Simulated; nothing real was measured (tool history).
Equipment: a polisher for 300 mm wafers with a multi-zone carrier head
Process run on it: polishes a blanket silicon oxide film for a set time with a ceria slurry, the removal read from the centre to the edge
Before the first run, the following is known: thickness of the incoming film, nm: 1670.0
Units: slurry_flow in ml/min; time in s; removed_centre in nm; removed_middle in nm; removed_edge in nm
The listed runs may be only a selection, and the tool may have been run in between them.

Run 1, hour 0.0: slurry_flow 180 ml/min, centre_zone 1.00, middle_zone 1.00, edge_zone 1.00, time 63 s. Result: removed_centre 276.63 nm, removed_middle 270.02 nm, removed_edge 278.89 nm.
Run 2, hour 1.6: slurry_flow 165 ml/min, centre_zone 1.00, middle_zone 1.00, edge_zone 1.00, time 63 s. Result: removed_centre 271.58 nm, removed_middle 269.73 nm, removed_edge 275.79 nm.
Run 3, hour 6.9: slurry_flow 165 ml/min, centre_zone 1.00, middle_zone 1.00, edge_zone 0.94, time 63 s. Result: removed_centre 270.61 nm, removed_middle 261.72 nm, removed_edge 270.71 nm.
Run 4, hour 15.5: slurry_flow 130 ml/min, centre_zone 1.00, middle_zone 1.00, edge_zone 0.94, time 63 s. Result: removed_centre 256.68 nm, removed_middle 249.21 nm, removed_edge 261.68 nm.
Run 5, hour 23.2: slurry_flow 130 ml/min, centre_zone 1.00, middle_zone 1.07, edge_zone 0.94, time 63 s. Result: removed_centre 258.16 nm, removed_middle 267.51 nm, removed_edge 258.72 nm.
Run 6, hour 26.7: slurry_flow 130 ml/min, centre_zone 1.00, middle_zone 1.07, edge_zone 0.87, time 63 s. Result: removed_centre 256.33 nm, removed_middle 273.01 nm, removed_edge 251.07 nm.
Run 7, hour 28.6: slurry_flow 110 ml/min, centre_zone 1.10, middle_zone 0.97, edge_zone 0.81, time 45 s. Result: removed_centre 193.48 nm, removed_middle 166.95 nm, removed_edge 168.83 nm.
Run 8, hour 32.6: slurry_flow 115 ml/min, centre_zone 1.10, middle_zone 0.97, edge_zone 0.81, time 42 s. Result: removed_centre 182.67 nm, removed_middle 158.94 nm, removed_edge 160.23 nm.

The next listed run, before its measurement:
Run 9, hour 39.4: slurry_flow 120 ml/min, centre_zone 1.10, middle_zone 0.97, edge_zone 0.81, time 40 s. Result: removed_centre ?, removed_middle ?, removed_edge ?.

removed_centre: 174.47 nm
removed_middle: 154.45 nm
removed_edge: 153.98 nm
